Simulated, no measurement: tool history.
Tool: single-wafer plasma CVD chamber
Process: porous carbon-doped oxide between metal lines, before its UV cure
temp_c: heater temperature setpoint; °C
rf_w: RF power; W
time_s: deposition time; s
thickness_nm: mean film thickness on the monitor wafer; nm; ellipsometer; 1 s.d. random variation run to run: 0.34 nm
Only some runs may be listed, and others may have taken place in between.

run,hour,temp_c,rf_w,time_s,thickness_nm
1,0.0,315,425,26.1,111.99
2,4.5,315,425,25.0,107.86
3,12.8,306,425,25.0,112.48
4,14.3,304,430,25.0,114.06
5,22.5,304,400,25.0,109.71
6,29.0,302,405,25.0,111.51
7,36.3,301,410,25.0,112.60
8,38.3,300,415,25.0,114.34

Estimate the outcome of run 9 from the log above:
9,44.9,299,420,25.0,?

Run 9 produced thickness_nm 115.13 nm.
